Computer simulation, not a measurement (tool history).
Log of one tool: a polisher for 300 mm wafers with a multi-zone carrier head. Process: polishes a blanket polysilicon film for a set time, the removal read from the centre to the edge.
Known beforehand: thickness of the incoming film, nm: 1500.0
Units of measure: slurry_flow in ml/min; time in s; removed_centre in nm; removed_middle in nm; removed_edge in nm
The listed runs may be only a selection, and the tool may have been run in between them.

{"run": 1, "hour": 0.0, "slurry_flow": 230, "centre_zone": 1.0, "middle_zone": 1.0, "edge_zone": 1.0, "time": 86, "removed_centre": 405.45, "removed_middle": 396.28, "removed_edge": 414.03}
{"run": 2, "hour": 4.9, "slurry_flow": 230, "centre_zone": 1.0, "middle_zone": 1.0, "edge_zone": 1.0, "time": 101, "removed_centre": 473.59, "removed_middle": 470.64, "removed_edge": 489.2}
{"run": 3, "hour": 7.5, "slurry_flow": 215, "centre_zone": 0.98, "middle_zone": 0.94, "edge_zone": 0.99, "time": 96, "removed_centre": 441.37, "removed_middle": 425.59, "removed_edge": 466.88}
{"run": 4, "hour": 12.0, "slurry_flow": 215, "centre_zone": 0.98, "middle_zone": 0.94, "edge_zone": 0.94, "time": 96, "removed_centre": 443.14, "removed_middle": 425.8, "removed_edge": 434.6}
{"run": 5, "hour": 20.1, "slurry_flow": 215, "centre_zone": 1.04, "middle_zone": 0.94, "edge_zone": 0.94, "time": 96, "removed_centre": 470.58, "removed_middle": 422.94, "removed_edge": 448.51}
{"run": 6, "hour": 21.6, "slurry_flow": 215, "centre_zone": 1.04, "middle_zone": 0.94, "edge_zone": 1.0, "time": 96, "removed_centre": 464.31, "removed_middle": 421.3, "removed_edge": 458.37}
{"hour": 28.6, "done": "worn pad replaced by a new one"}
{"run": 7, "hour": 28.6, "slurry_flow": 205, "centre_zone": 1.02, "middle_zone": 0.9, "edge_zone": 1.01, "time": 91, "removed_centre": 475.46, "removed_middle": 426.02, "removed_edge": 480.38}

Expected results for the next run?
{"run": 8, "hour": 35.7, "slurry_flow": 205, "centre_zone": 1.0, "middle_zone": 0.87, "edge_zone": 1.01, "time": 80, "removed_centre": "?", "removed_middle": "?", "removed_edge": "?"}

{"run 8": {"removed_centre": 412.3, "removed_middle": 365.8, "removed_edge": 419.2}}
